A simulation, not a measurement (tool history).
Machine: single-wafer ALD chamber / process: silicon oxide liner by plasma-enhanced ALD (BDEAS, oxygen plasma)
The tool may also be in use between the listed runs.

| run | hour | heater temperature setpoint (deg C) | number of ALD cycles (cycles) | mean film thickness on the monitor wafer (Å) |
|---|---|---|---|---|
| 1 | 0.0 | 310 | 39 | 35.261 |
| 2 | 3.9 | 317 | 39 | 35.056 |
| 3 | 6.5 | 313 | 39 | 35.124 |
| 4 | 13.2 | 313 | 36 | 32.523 |
| 5 | 19.9 | 313 | 39 | 35.179 |
| 6 | 26.1 | 314 | 37 | 33.359 |

Predict the results of run 7:
| 7 | 27.1 | 315 | 35 | ? |

Run 7 yielded mean film thickness on the monitor wafer (Å) 31.677.
